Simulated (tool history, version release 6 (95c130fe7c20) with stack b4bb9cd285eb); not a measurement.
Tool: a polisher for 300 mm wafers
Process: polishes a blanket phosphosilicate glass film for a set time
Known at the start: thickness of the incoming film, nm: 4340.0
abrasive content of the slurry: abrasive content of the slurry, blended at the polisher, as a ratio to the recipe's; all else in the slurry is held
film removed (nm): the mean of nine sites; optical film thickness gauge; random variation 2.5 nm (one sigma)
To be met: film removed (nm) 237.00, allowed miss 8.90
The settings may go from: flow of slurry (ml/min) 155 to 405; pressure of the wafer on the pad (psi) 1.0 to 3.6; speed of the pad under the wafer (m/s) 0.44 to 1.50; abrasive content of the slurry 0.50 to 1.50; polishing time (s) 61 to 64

| run | hour | flow of slurry (ml/min) | pressure of the wafer on the pad (psi) | speed of the pad under the wafer (m/s) | abrasive content of the slurry | polishing time (s) | film removed (nm) |
|---|---|---|---|---|---|---|---|
| 1 | 0.0 | 260 | 2.3 | 0.96 | 1.00 | 61 | 350.89 |
| 2 | 8.0 | 210 | 2.3 | 0.96 | 1.00 | 61 | 347.36 |
| 3 | 16.5 | 210 | 2.1 | 0.96 | 1.00 | 61 | 319.11 |
| 4 | 17.9 | 210 | 2.1 | 0.96 | 1.00 | 61 | 320.52 |
| 5 | 25.8 | 210 | 2.6 | 0.96 | 1.00 | 61 | 388.69 |
| 6 | 30.8 | 210 | 3.0 | 0.96 | 1.00 | 61 | 445.59 |
| 7 | 33.1 | 210 | 2.4 | 0.90 | 1.00 | 61 | 338.43 |
| 8 | 42.1 | 210 | 2.2 | 0.90 | 1.00 | 61 | 318.08 |
| 9 | 49.3 | 210 | 2.0 | 0.90 | 1.00 | 61 | 287.34 |
| 10 | 55.0 | 210 | 1.9 | 0.90 | 1.00 | 61 | 270.38 |
| 11 | 61.5 | 210 | 1.8 | 0.90 | 1.00 | 61 | 261.73 |

Which of these 4 next moves meets every target?
| A | 68.0 | 235 | 1.6 | 0.92 | 1.10 | 61 | ? |
| B | 68.0 | 195 | 1.8 | 0.78 | 1.10 | 61 | ? |
| C | 68.0 | 230 | 1.7 | 0.90 | 1.10 | 61 | ? |
| D | 68.0 | 200 | 1.5 | 1.14 | 0.85 | 64 | ? |

| move | film removed (nm) |
|---|---|
| A | 248.71 |
| B | 238.70 |
| C | 258.38 |
| D | 248.50 |
A: nearer than the last run, and not there yet
B: meets every target
C: nearer than the last run, and not there yet
D: nearer than the last run, and not there yet
The right move is B.
